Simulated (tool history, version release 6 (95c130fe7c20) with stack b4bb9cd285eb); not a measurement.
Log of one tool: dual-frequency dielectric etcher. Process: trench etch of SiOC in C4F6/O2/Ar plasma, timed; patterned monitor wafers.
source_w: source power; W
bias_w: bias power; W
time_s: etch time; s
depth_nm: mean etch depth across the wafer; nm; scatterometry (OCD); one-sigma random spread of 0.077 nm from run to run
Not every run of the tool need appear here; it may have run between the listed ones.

Run 1, day 0: source_w 320 W, bias_w 134 W, time_s 12 s. Result: depth_nm 21.537 nm.
Run 2, day 0.267: source_w 300 W, bias_w 133 W, time_s 12 s. Result: depth_nm 20.887 nm.
Run 3, day 0.371: source_w 290 W, bias_w 132 W, time_s 12 s. Result: depth_nm 20.686 nm.
Run 4, day 0.562: source_w 290 W, bias_w 143 W, time_s 12 s. Result: depth_nm 21.214 nm.
Run 5, day 0.767: source_w 280 W, bias_w 142 W, time_s 12 s. Result: depth_nm 20.89 nm.
Run 6, day 1.012: source_w 270 W, bias_w 141 W, time_s 12 s. Result: depth_nm 20.772 nm.

What does the tool deliver on the next run?
Run 7, day 1.288: source_w 260 W, bias_w 138 W, time_s 12 s. Result: depth_nm ?.

For run 7 the tool returned depth_nm 20.301 nm.
